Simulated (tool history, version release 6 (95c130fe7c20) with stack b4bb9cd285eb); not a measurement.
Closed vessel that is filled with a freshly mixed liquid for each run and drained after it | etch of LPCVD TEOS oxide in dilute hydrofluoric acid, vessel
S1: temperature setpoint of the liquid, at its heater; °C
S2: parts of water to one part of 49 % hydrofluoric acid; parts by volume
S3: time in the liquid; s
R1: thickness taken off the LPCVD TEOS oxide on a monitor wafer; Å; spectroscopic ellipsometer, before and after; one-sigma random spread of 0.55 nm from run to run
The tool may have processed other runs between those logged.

{"run": 1, "hour": 0.0, "S1": 22, "S2": 165, "S3": 405, "R1": 928.8}
{"run": 2, "hour": 7.5, "S1": 21, "S2": 170, "S3": 405, "R1": 878.7}
{"run": 3, "hour": 10.1, "S1": 20, "S2": 175, "S3": 405, "R1": 831.52}
{"run": 4, "hour": 17.6, "S1": 19.5, "S2": 180, "S3": 405, "R1": 775.72}
{"run": 5, "hour": 25.4, "S1": 19, "S2": 180, "S3": 405, "R1": 757.68}
{"run": 6, "hour": 31.5, "S1": 19, "S2": 180, "S3": 430, "R1": 804.29}

For run 7, what comes out?
{"run": 7, "hour": 36.1, "S1": 18.5, "S2": 185, "S3": 430, "R1": "?"}

Run 7 measured R1 777.35 Å.
